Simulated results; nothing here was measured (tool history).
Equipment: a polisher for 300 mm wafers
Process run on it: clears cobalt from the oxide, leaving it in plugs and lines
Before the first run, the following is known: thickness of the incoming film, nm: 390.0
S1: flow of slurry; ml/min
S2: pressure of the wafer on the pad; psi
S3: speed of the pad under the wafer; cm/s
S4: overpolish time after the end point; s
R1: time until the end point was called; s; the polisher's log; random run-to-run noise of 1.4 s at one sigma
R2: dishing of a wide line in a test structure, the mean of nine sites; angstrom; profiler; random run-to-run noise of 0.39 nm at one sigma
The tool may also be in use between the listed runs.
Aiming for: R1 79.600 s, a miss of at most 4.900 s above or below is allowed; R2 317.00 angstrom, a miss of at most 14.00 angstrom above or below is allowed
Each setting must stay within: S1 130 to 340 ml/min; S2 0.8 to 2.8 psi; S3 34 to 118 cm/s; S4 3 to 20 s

run  hour   S1   S2  S3  S4       R1      R2
  1   0.0  220  1.8  76  10  128.670  251.83
  2   1.9  220  2.0  76  10  118.660  264.19
  3   4.6  190  2.0  76  10  119.190  259.43
  4   6.3  190  2.1  76  10  116.060  261.19
  5  11.4  190  2.1  68  10  129.530  243.82
  6  15.6  195  2.2  70  10  119.320  256.38
  7  21.0  200  2.7  78   9   95.298  280.57
  8  27.5  200  2.7  80   9   88.302  292.56
  9  29.8  200  2.8  82   9   87.014  300.14

Of the 4 settings listed for the next run, only one would bring every result within its allowed miss of target. Which one?
  A  32.1  190  2.8  92   7   ?   ?
  B  32.1  130  2.4  90  11   ?   ?
  C  32.1  200  2.8  80  10   ?   ?
  D  32.1  195  2.7  92   9   ?   ?

move      R1      R2
   A  78.508  270.70
   B  96.357  320.44
   C  89.274  316.54
   D  80.342  316.36
A: brings the last run's worst result on target, with another outside its allowed miss
B: further off than the last run
C: further off than the last run
D: each result inside its tolerance
D is the move that brings every result within its allowed miss.
